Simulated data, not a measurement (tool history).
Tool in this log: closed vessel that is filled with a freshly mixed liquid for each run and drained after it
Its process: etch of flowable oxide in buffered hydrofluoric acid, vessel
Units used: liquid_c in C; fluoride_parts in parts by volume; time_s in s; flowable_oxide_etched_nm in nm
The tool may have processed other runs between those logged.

run	hour	liquid_c	fluoride_parts	time_s	flowable_oxide_etched_nm
1	0	24	17.5	105	163.99
2	3.4	24	14.5	105	192.73
3	12.4	24	14.5	115	210.21
4	15.9	27.5	14.5	115	255.79
5	20	28	14.5	115	262.74
6	25.5	25.5	14.5	115	230.57
7	32.8	26.5	14.5	115	245.98
8	39.6	27	14.5	115	252.81
9	43.5	27.5	14.5	115	257.66

Run 10, settings as shown, results not yet in. Your forecast:
10	44.3	28	14.5	115	?

Run 10 gave flowable_oxide_etched_nm 262.22 nm.
